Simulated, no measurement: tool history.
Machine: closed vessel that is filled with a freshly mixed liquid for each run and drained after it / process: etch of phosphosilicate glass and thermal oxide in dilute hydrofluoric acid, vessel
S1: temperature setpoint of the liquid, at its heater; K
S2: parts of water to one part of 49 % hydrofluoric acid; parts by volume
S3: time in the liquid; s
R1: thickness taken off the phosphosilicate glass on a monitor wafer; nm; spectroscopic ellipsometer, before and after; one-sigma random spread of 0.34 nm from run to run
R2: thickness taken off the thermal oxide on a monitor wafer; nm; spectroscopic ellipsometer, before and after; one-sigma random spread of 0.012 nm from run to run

run 1 hour=0 | S1=296.15 S2=90 S3=60 | R1=150.38 R2=3.4435
run 2 hour=3.3 | S1=296.15 S2=90 S3=50 | R1=124.59 R2=2.8583
run 3 hour=4.3 | S1=294.65 S2=100 S3=50 | R1=104.27 R2=2.4084
run 4 hour=12.8 | S1=294.65 S2=100 S3=70 | R1=146.85 R2=3.3893
run 5 hour=20.5 | S1=293.65 S2=115 S3=70 | R1=119.39 R2=2.7521
run 6 hour=24.9 | S1=293.65 S2=115 S3=55 | R1=95.034 R2=2.1865

What will run 7 give?
run 7 hour=26.3 | S1=292.65 S2=120 S3=55 | R1=? R2=?

R1: 86.45 nm
R2: 1.9581 nm

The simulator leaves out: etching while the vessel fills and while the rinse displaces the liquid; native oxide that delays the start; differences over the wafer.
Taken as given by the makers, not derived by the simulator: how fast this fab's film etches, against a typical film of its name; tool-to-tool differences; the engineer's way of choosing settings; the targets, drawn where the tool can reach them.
